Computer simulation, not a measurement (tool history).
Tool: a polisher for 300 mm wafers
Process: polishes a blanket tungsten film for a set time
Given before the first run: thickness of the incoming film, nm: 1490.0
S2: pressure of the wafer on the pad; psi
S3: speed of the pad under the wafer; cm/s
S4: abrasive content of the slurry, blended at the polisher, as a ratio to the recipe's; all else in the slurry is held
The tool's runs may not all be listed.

run 1 day=0.000 | flow_of_slurry_(ml/min)=210 S2=3.7 S3=140 S4=1.00 polishing_time_(s)=73 | film_removed_(Å)=5537.1
run 2 day=0.254 | flow_of_slurry_(ml/min)=210 S2=4.6 S3=140 S4=1.00 polishing_time_(s)=73 | film_removed_(Å)=6421.7
run 3 day=0.579 | flow_of_slurry_(ml/min)=210 S2=4.6 S3=140 S4=1.15 polishing_time_(s)=73 | film_removed_(Å)=6668.6
run 4 day=0.792 | flow_of_slurry_(ml/min)=185 S2=4.6 S3=140 S4=1.15 polishing_time_(s)=73 | film_removed_(Å)=6501.9
run 5 day=0.850 | flow_of_slurry_(ml/min)=190 S2=4.8 S3=140 S4=1.15 polishing_time_(s)=73 | film_removed_(Å)=7032.6
run 6 day=1.083 | flow_of_slurry_(ml/min)=190 S2=4.9 S3=140 S4=1.15 polishing_time_(s)=73 | film_removed_(Å)=6966.3
run 7 day=1.450 | flow_of_slurry_(ml/min)=190 S2=5.1 S3=140 S4=1.15 polishing_time_(s)=73 | film_removed_(Å)=7327.1
run 8 day=1.575 | flow_of_slurry_(ml/min)=190 S2=5.2 S3=140 S4=1.15 polishing_time_(s)=73 | film_removed_(Å)=7539.6

Expected results for the next run?
run 9 day=1.688 | flow_of_slurry_(ml/min)=190 S2=5.3 S3=140 S4=1.15 polishing_time_(s)=73 | film_removed_(Å)=?

film removed (Å): 7339.1
